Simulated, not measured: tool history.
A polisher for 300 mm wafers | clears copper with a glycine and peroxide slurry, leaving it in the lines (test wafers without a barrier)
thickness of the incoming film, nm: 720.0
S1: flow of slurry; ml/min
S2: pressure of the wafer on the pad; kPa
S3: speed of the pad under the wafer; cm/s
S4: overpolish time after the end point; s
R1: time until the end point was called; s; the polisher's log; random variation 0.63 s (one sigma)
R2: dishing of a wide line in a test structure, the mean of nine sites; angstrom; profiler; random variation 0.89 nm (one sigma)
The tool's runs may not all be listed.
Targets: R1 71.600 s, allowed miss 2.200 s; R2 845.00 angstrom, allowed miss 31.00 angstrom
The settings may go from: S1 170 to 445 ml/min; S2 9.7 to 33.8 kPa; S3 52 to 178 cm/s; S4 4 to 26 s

run 1 hour=0.0 | S1=285 S2=21.4 S3=114 S4=13 | R1=98.158 R2=544.30
run 2 hour=6.3 | S1=285 S2=22.8 S3=114 S4=13 | R1=92.745 R2=574.18
run 3 hour=9.3 | S1=285 S2=26.9 S3=114 S4=13 | R1=81.753 R2=643.36
run 4 hour=10.3 | S1=285 S2=27.6 S3=114 S4=13 | R1=79.076 R2=663.91
run 5 hour=15.2 | S1=285 S2=28.3 S3=114 S4=13 | R1=76.999 R2=671.10
run 6 hour=16.5 | S1=315 S2=28.3 S3=114 S4=13 | R1=76.168 R2=659.25
run 7 hour=17.6 | S1=305 S2=29.0 S3=114 S4=13 | R1=75.157 R2=685.90
run 8 hour=26.3 | S1=300 S2=29.0 S3=114 S4=13 | R1=73.435 R2=681.17
run 9 hour=34.8 | S1=290 S2=29.0 S3=114 S4=13 | R1=74.415 R2=678.11
run 10 hour=40.0 | S1=290 S2=29.6 S3=114 S4=15 | R1=73.599 R2=772.95

Which of these 4 next moves meets every target?
run A hour=45.2 | S1=305 S2=30.3 S3=114 S4=17 | R1=? R2=?
run B hour=45.2 | S1=325 S2=29.6 S3=134 S4=14 | R1=? R2=?
run C hour=45.2 | S1=265 S2=29.6 S3=112 S4=16 | R1=? R2=?
run D hour=45.2 | S1=325 S2=31.0 S3=100 S4=18 | R1=? R2=?

move=A R1=72.532 R2=862.11
move=B R1=65.981 R2=801.34
move=C R1=75.848 R2=801.18
move=D R1=77.022 R2=863.83
A: meets every target
B: further off than the last run
C: nearer than the last run, and not there yet
D: brings the result that was furthest off to its target, and leaves another outside
The right move is A.

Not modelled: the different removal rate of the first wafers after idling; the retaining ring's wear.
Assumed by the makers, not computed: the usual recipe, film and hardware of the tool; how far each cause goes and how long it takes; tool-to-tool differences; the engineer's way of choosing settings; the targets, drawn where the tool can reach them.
